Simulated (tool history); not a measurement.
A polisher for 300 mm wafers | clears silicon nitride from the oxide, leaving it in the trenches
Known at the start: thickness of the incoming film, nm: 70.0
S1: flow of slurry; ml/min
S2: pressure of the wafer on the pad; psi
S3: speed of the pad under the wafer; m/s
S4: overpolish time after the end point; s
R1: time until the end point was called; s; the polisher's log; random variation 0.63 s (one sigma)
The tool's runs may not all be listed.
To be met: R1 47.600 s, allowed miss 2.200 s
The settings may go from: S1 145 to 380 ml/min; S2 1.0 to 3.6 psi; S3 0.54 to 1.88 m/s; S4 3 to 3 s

run    day   S1   S2    S3  S4      R1
  1  0.000  245  2.3  1.20   3  69.655
  2  0.329  280  2.3  1.20   3  67.849
  3  0.488  280  2.3  0.90   3  90.470
  4  0.662  280  2.5  0.92   3  80.606
  5  0.792  280  3.0  0.92   3  67.762
  6  0.850  280  3.0  0.70   3  86.602
  7  0.946  285  3.1  0.76   3  81.151
  8  1.158  285  3.2  0.84   3  68.904
  9  1.292  285  3.3  0.88   3  64.004
 10  1.579  285  3.4  0.92   3  60.516
 11  1.654  285  3.4  0.96   3  56.877
 12  1.704  285  3.4  0.98   3  56.016

Which of these 5 next moves meets every target?
  A  1.754  350  3.3  1.16   3   ?
  B  1.754  305  2.5  1.04   3   ?
  C  1.754  260  3.3  0.90   3   ?
  D  1.754  275  3.3  1.08   3   ?
  E  1.754  275  3.3  0.84   3   ?

move      R1
   A  47.753
   B  70.425
   C  62.759
   D  52.326
   E  66.644
A: meets every target
B: further off than the last run
C: further off than the last run
D: nearer than the last run, and not there yet
E: further off than the last run
Move A is the one to make.

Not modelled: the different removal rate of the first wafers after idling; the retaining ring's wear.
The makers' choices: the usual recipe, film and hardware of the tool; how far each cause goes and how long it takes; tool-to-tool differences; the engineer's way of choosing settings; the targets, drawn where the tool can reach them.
